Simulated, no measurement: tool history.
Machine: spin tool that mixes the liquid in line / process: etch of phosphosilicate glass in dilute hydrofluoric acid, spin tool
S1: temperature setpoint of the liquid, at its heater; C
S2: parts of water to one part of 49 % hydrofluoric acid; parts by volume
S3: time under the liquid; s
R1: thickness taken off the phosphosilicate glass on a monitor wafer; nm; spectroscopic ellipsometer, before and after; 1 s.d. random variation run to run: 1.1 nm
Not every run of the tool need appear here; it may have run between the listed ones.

Run 1, hour 0.0: S1 24.0 C, S2 255 parts by volume, S3 270 s. Result: R1 64.448 nm.
Run 2, hour 1.8: S1 24.0 C, S2 255 parts by volume, S3 290 s. Result: R1 68.559 nm.
Run 3, hour 3.6: S1 26.5 C, S2 255 parts by volume, S3 290 s. Result: R1 75.287 nm.
Run 4, hour 7.2: S1 27.0 C, S2 245 parts by volume, S3 290 s. Result: R1 79.107 nm.
Run 5, hour 14.2: S1 27.5 C, S2 235 parts by volume, S3 290 s. Result: R1 86.178 nm.
Run 6, hour 21.4: S1 28.0 C, S2 230 parts by volume, S3 290 s. Result: R1 89.442 nm.
Run 7, hour 27.1: S1 28.5 C, S2 225 parts by volume, S3 290 s. Result: R1 95.145 nm.

What will run 8 give?
Run 8, hour 30.1: S1 29.0 C, S2 225 parts by volume, S3 290 s. Result: R1 ?.

{"run 8": {"R1": 98.011}}

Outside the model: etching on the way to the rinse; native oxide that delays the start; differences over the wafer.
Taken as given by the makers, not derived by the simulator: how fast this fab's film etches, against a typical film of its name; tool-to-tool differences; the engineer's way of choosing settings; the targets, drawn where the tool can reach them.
